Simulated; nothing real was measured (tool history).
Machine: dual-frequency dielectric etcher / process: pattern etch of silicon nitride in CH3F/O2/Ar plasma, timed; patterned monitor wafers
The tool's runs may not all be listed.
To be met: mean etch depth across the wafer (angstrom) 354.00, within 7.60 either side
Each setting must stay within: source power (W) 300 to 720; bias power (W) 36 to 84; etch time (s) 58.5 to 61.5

run,hour,source power (W),bias power (W),etch time (s),mean etch depth across the wafer (angstrom)
1,0.0,510,60,58.5,409.32
2,8.0,460,60,58.5,394.54
3,10.0,460,60,61.5,421.34
4,17.1,420,56,61.0,397.43
5,20.9,390,54,61.0,384.53
6,28.1,370,52,61.0,373.83
7,35.8,350,51,61.0,368.56
8,40.2,340,50,61.0,360.49
9,46.6,340,50,61.0,357.96

Of the 5 settings listed for the next run, only one would bring every result within its allowed miss of target. Which one?
A,53.0,300,54,61.5,?
B,53.0,370,48,59.5,?
C,53.0,330,54,61.0,?
D,53.0,360,50,61.0,?
E,53.0,330,53,61.0,?

move,mean etch depth across the wafer (angstrom)
A,368.42
B,351.56
C,371.51
D,364.99
E,368.48
A: lands further from the targets than the last run did
B: hits every target within its allowed miss
C: lands further from the targets than the last run did
D: lands further from the targets than the last run did
E: lands further from the targets than the last run did
Correct choice: B, which meets every target
